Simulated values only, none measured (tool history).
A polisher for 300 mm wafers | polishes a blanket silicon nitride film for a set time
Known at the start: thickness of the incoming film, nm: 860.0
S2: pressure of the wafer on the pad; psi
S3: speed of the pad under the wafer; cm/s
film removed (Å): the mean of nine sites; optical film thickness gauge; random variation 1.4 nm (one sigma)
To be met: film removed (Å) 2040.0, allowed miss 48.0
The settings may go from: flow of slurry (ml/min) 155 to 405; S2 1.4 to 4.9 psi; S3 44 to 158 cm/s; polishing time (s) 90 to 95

{"run": 1, "day": 0.0, "flow of slurry (ml/min)": 260, "S2": 3.1, "S3": 100, "polishing time (s)": 90, "film removed (Å)": 1184.5}
{"run": 2, "day": 0.292, "flow of slurry (ml/min)": 260, "S2": 3.4, "S3": 100, "polishing time (s)": 90, "film removed (Å)": 1292.3}
{"run": 3, "day": 0.362, "flow of slurry (ml/min)": 260, "S2": 4.0, "S3": 100, "polishing time (s)": 90, "film removed (Å)": 1518.0}
{"run": 4, "day": 0.475, "flow of slurry (ml/min)": 265, "S2": 4.2, "S3": 102, "polishing time (s)": 90, "film removed (Å)": 1607.1}
{"run": 5, "day": 0.525, "flow of slurry (ml/min)": 265, "S2": 3.7, "S3": 102, "polishing time (s)": 90, "film removed (Å)": 1402.6}
{"run": 6, "day": 0.883, "flow of slurry (ml/min)": 265, "S2": 4.0, "S3": 104, "polishing time (s)": 90, "film removed (Å)": 1544.5}
{"run": 7, "day": 1.104, "flow of slurry (ml/min)": 265, "S2": 4.2, "S3": 106, "polishing time (s)": 90, "film removed (Å)": 1663.2}
{"run": 8, "day": 1.333, "flow of slurry (ml/min)": 265, "S2": 4.4, "S3": 106, "polishing time (s)": 90, "film removed (Å)": 1721.5}
{"run": 9, "day": 1.358, "flow of slurry (ml/min)": 290, "S2": 4.9, "S3": 110, "polishing time (s)": 90, "film removed (Å)": 1977.8}
{"run": 10, "day": 1.421, "flow of slurry (ml/min)": 290, "S2": 4.9, "S3": 110, "polishing time (s)": 90, "film removed (Å)": 1966.4}
{"run": 11, "day": 1.662, "flow of slurry (ml/min)": 285, "S2": 4.9, "S3": 110, "polishing time (s)": 90, "film removed (Å)": 1981.3}

5 next moves are on the table. One of them brings every result within its allowed miss. Which?
{"run": "A", "day": 1.904, "flow of slurry (ml/min)": 290, "S2": 4.9, "S3": 120, "polishing time (s)": 91, "film removed (Å)": "?"}
{"run": "B", "day": 1.904, "flow of slurry (ml/min)": 305, "S2": 4.9, "S3": 112, "polishing time (s)": 95, "film removed (Å)": "?"}
{"run": "C", "day": 1.904, "flow of slurry (ml/min)": 260, "S2": 4.9, "S3": 118, "polishing time (s)": 90, "film removed (Å)": "?"}
{"run": "D", "day": 1.904, "flow of slurry (ml/min)": 270, "S2": 4.9, "S3": 100, "polishing time (s)": 95, "film removed (Å)": "?"}
{"run": "E", "day": 1.904, "flow of slurry (ml/min)": 275, "S2": 4.3, "S3": 122, "polishing time (s)": 91, "film removed (Å)": "?"}

move=A film_removed_(Å)=2127.9
move=B film_removed_(Å)=2133.2
move=C film_removed_(Å)=2059.8
move=D film_removed_(Å)=1961.7
move=E film_removed_(Å)=1883.5
A: takes the result that was furthest off past its target
B: takes the result that was furthest off past its target
C: meets every target
D: further off than the last run
E: further off than the last run
Move C is the one to make.
